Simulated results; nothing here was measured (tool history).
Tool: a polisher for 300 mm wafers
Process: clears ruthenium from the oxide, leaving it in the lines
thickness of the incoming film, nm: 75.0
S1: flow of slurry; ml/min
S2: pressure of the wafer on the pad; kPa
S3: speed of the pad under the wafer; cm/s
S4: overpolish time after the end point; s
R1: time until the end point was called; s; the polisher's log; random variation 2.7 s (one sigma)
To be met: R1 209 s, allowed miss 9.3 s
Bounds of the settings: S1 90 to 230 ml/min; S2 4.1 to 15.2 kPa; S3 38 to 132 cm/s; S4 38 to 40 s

run 1 hour=0 | S1=150 S2=9.7 S3=84 S4=38 | R1=114.94
run 2 hour=4.8 | S1=150 S2=8.3 S3=84 S4=38 | R1=125.29
run 3 hour=11.2 | S1=185 S2=8.3 S3=84 S4=38 | R1=122.31
run 4 hour=12.7 | S1=185 S2=6.9 S3=80 S4=38 | R1=145.04
run 5 hour=14.5 | S1=185 S2=6.9 S3=80 S4=38 | R1=143.25
run 6 hour=21.6 | S1=185 S2=6.9 S3=66 S4=38 | R1=168.76
run 7 hour=27.9 | S1=185 S2=6.2 S3=66 S4=38 | R1=180.06
run 8 hour=30.5 | S1=185 S2=5.5 S3=66 S4=38 | R1=196.53

Which of these 4 next moves meets every target?
run A hour=33.1 | S1=185 S2=4.8 S3=66 S4=38 | R1=?
run B hour=33.1 | S1=195 S2=5.5 S3=66 S4=38 | R1=?
run C hour=33.1 | S1=195 S2=5.5 S3=56 S4=40 | R1=?
run D hour=33.1 | S1=170 S2=6.9 S3=60 S4=40 | R1=?

move=A R1=210.98
move=B R1=194.02
move=C R1=225.2
move=D R1=188.18
A: meets every target
B: further off than the last run
C: takes the result that was furthest off past its target
D: further off than the last run
Move A is the one to make.
